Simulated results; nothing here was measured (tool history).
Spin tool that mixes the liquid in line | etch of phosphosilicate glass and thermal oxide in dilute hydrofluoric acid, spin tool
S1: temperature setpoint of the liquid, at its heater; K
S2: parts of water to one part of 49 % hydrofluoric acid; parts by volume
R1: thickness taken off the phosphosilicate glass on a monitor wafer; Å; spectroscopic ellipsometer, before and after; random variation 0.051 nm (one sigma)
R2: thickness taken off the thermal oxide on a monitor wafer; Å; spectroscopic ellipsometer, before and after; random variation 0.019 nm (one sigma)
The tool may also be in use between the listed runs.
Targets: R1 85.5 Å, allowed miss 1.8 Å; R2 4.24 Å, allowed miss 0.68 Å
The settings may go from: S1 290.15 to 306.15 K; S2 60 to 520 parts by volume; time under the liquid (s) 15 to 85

Run 1, hour 0: S1 298.15 K, S2 290 parts by volume, time under the liquid (s) 45. Result: R1 119.52 Å, R2 6.1336 Å.
Run 2, hour 8: S1 298.15 K, S2 290 parts by volume, time under the liquid (s) 30. Result: R1 78.206 Å, R2 3.9786 Å.
Run 3, hour 15.6: S1 298.65 K, S2 290 parts by volume, time under the liquid (s) 30. Result: R1 79.906 Å, R2 3.7816 Å.
Run 4, hour 18.4: S1 298.65 K, S2 225 parts by volume, time under the liquid (s) 30. Result: R1 110.99 Å, R2 5.5384 Å.
Run 5, hour 27.4: S1 298.65 K, S2 225 parts by volume, time under the liquid (s) 40. Result: R1 147.04 Å, R2 7.4866 Å.
Run 6, hour 32.6: S1 296.65 K, S2 225 parts by volume, time under the liquid (s) 40. Result: R1 135.75 Å, R2 6.4681 Å.
At hour 40.5: hydrofluoric acid flow meter replaced.
Run 7, hour 40.5: S1 296.65 K, S2 225 parts by volume, time under the liquid (s) 40. Result: R1 148.13 Å, R2 7.439 Å.
Run 8, hour 41.7: S1 296.65 K, S2 235 parts by volume, time under the liquid (s) 40. Result: R1 141.05 Å, R2 7.1982 Å.

5 next moves are on the table. One of them brings every result within its allowed miss. Which?
Run A, hour 42.9: S1 299.15 K, S2 230 parts by volume, time under the liquid (s) 45. Result: R1 ?, R2 ?.
Run B, hour 42.9: S1 293.15 K, S2 250 parts by volume, time under the liquid (s) 30. Result: R1 ?, R2 ?.
Run C, hour 42.9: S1 298.15 K, S2 245 parts by volume, time under the liquid (s) 25. Result: R1 ?, R2 ?.
Run D, hour 42.9: S1 299.15 K, S2 165 parts by volume, time under the liquid (s) 15. Result: R1 ?, R2 ?.
Run E, hour 42.9: S1 302.65 K, S2 275 parts by volume, time under the liquid (s) 25. Result: R1 ?, R2 ?.

move      R1      R2
   A  177.08  8.2717
   B  85.527  3.9951
   C   87.72  4.0976
   D  88.543  4.1361
   E  88.246  4.1222
A: further off than the last run
B: meets every target
C: nearer than the last run, and not there yet
D: nearer than the last run, and not there yet
E: nearer than the last run, and not there yet
Answer: B
